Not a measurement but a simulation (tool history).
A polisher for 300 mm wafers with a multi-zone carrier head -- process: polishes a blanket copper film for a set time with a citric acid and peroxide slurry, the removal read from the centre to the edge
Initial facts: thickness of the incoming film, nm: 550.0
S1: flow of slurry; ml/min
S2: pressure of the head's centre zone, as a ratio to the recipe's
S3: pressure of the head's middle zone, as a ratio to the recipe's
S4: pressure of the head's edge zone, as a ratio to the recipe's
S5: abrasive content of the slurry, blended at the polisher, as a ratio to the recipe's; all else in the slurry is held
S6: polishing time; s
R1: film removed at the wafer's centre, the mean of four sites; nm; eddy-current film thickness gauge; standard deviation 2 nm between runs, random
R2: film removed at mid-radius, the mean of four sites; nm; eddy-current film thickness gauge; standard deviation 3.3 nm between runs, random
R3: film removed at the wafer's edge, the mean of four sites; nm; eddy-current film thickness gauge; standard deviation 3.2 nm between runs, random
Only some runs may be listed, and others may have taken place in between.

run 1 hour=0 | S1=215 S2=1 S3=1 S4=1 S5=1 S6=85 | R1=186.98 R2=187.61 R3=177.67
run 2 hour=0.7 | S1=215 S2=1 S3=0.92 S4=1 S5=1 S6=85 | R1=186.67 R2=176.31 R3=185.51
run 3 hour=1.8 | S1=220 S2=0.99 S3=0.93 S4=1.02 S5=1.1 S6=88 | R1=195.78 R2=184.04 R3=198.69
run 4 hour=3.6 | S1=220 S2=1.07 S3=0.93 S4=1.02 S5=1.1 S6=88 | R1=210.59 R2=182.05 R3=193.96
run 5 hour=10.4 | S1=220 S2=1.12 S3=0.93 S4=1.02 S5=1.1 S6=88 | R1=220.83 R2=184.13 R3=194.7
run 6 hour=11.7 | S1=220 S2=1.12 S3=0.93 S4=1.05 S5=1.1 S6=88 | R1=219.99 R2=185.44 R3=195.52
run 7 hour=18.5 | S1=225 S2=1.09 S3=0.95 S4=1.08 S5=1.2 S6=90 | R1=226.16 R2=198.46 R3=213.37

Predict the results of run 8:
run 8 hour=19.9 | S1=235 S2=1.07 S3=0.97 S4=1.1 S5=1.25 S6=90 | R1=? R2=? R3=?

R1: 225.48 nm
R2: 201.28 nm
R3: 215.67 nm
